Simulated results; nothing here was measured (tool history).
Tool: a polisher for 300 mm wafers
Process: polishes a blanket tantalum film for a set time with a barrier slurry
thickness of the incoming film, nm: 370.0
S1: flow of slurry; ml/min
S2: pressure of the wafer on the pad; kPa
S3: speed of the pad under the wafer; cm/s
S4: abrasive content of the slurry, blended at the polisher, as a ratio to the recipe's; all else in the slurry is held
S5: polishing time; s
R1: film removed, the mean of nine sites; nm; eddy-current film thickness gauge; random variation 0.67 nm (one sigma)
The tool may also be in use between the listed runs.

run,day,S1,S2,S3,S4,S5,R1
1,0.000,165,9.0,106,1.0,28,35.814
2,0.258,120,9.0,106,1.0,28,34.060
3,0.462,130,10.3,108,1.0,28,38.753
4,0.725,140,11.0,112,1.0,28,43.160
5,1.050,150,11.7,116,1.0,28,48.823
# day 1.350: worn pad replaced by a new one
6,1.350,150,11.7,116,1.0,25,47.304
7,1.538,160,12.4,118,1.0,25,52.454

The next listed run, before its measurement:
8,1.650,175,13.1,118,1.0,25,?

Run 8 gave R1 55.141 nm.

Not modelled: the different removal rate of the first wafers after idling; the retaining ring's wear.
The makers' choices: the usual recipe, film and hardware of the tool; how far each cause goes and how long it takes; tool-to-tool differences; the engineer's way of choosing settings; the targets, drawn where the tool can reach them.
